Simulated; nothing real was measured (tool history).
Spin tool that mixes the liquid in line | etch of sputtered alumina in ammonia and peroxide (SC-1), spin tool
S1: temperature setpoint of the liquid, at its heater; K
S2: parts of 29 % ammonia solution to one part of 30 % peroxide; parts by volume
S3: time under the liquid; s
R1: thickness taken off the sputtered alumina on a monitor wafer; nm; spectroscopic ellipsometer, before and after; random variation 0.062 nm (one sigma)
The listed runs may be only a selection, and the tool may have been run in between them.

Run 1, hour 0.0: S1 329.15 K, S2 0.55 parts by volume, S3 175 s. Result: R1 14.078 nm.
Run 2, hour 4.5: S1 333.15 K, S2 0.55 parts by volume, S3 175 s. Result: R1 17.381 nm.
Run 3, hour 6.9: S1 333.15 K, S2 0.55 parts by volume, S3 175 s. Result: R1 17.359 nm.
Run 4, hour 12.9: S1 333.15 K, S2 0.55 parts by volume, S3 175 s. Result: R1 17.231 nm.
Run 5, hour 18.5: S1 333.15 K, S2 0.40 parts by volume, S3 175 s. Result: R1 16.731 nm.
Run 6, hour 24.5: S1 330.15 K, S2 0.40 parts by volume, S3 175 s. Result: R1 14.216 nm.
Run 7, hour 25.6: S1 328.15 K, S2 0.40 parts by volume, S3 175 s. Result: R1 13.015 nm.
Run 8, hour 31.6: S1 326.15 K, S2 0.40 parts by volume, S3 175 s. Result: R1 11.559 nm.

Run 9 has not been measured yet. What should we expect?
Run 9, hour 37.4: S1 325.15 K, S2 0.40 parts by volume, S3 175 s. Result: R1 ?.

Run 9 measured R1 11.068 nm.
